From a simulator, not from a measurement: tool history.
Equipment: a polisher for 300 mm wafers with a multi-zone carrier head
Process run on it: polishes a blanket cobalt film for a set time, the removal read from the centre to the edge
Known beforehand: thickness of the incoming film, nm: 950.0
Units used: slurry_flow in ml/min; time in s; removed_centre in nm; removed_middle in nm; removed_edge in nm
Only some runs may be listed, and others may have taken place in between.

{"run": 1, "hour": 0.0, "slurry_flow": 230, "centre_zone": 1, "middle_zone": 1, "edge_zone": 1, "time": 68, "removed_centre": 209.98, "removed_middle": 215.76, "removed_edge": 211.22}
{"run": 2, "hour": 1.6, "slurry_flow": 265, "centre_zone": 1, "middle_zone": 1, "edge_zone": 1, "time": 68, "removed_centre": 212.76, "removed_middle": 214.27, "removed_edge": 212.05}
{"run": 3, "hour": 7.1, "slurry_flow": 265, "centre_zone": 1, "middle_zone": 1, "edge_zone": 1.02, "time": 71, "removed_centre": 220.7, "removed_middle": 224.71, "removed_edge": 228.78}
{"run": 4, "hour": 9.3, "slurry_flow": 265, "centre_zone": 1, "middle_zone": 0.92, "edge_zone": 1.02, "time": 71, "removed_centre": 221.52, "removed_middle": 209.9, "removed_edge": 231.3}
{"run": 5, "hour": 12.7, "slurry_flow": 265, "centre_zone": 1.08, "middle_zone": 0.92, "edge_zone": 1.02, "time": 71, "removed_centre": 236.04, "removed_middle": 207.14, "removed_edge": 228.25}
{"run": 6, "hour": 18.6, "slurry_flow": 265, "centre_zone": 1.08, "middle_zone": 0.94, "edge_zone": 1.04, "time": 74, "removed_centre": 247.11, "removed_middle": 223.69, "removed_edge": 236.17}
{"run": 7, "hour": 23.0, "slurry_flow": 270, "centre_zone": 1.07, "middle_zone": 0.95, "edge_zone": 1.05, "time": 77, "removed_centre": 254.96, "removed_middle": 232.26, "removed_edge": 254.53}
{"run": 8, "hour": 23.7, "slurry_flow": 270, "centre_zone": 1.07, "middle_zone": 0.97, "edge_zone": 1.06, "time": 79, "removed_centre": 262.79, "removed_middle": 240.1, "removed_edge": 258.63}
{"run": 9, "hour": 26.6, "slurry_flow": 270, "centre_zone": 1.06, "middle_zone": 0.99, "edge_zone": 1.07, "time": 81, "removed_centre": 267.62, "removed_middle": 250.38, "removed_edge": 267.4}
{"run": 10, "hour": 35.3, "slurry_flow": 270, "centre_zone": 1.05, "middle_zone": 1, "edge_zone": 1.08, "time": 83, "removed_centre": 271.53, "removed_middle": 261.94, "removed_edge": 277.89}

The next listed run, before its measurement:
{"run": 11, "hour": 36.8, "slurry_flow": 270, "centre_zone": 1.05, "middle_zone": 1.01, "edge_zone": 1.09, "time": 84, "removed_centre": "?", "removed_middle": "?", "removed_edge": "?"}

Logged for run 11: removed_centre 276.32 nm, removed_middle 266.53 nm, removed_edge 272.48 nm.
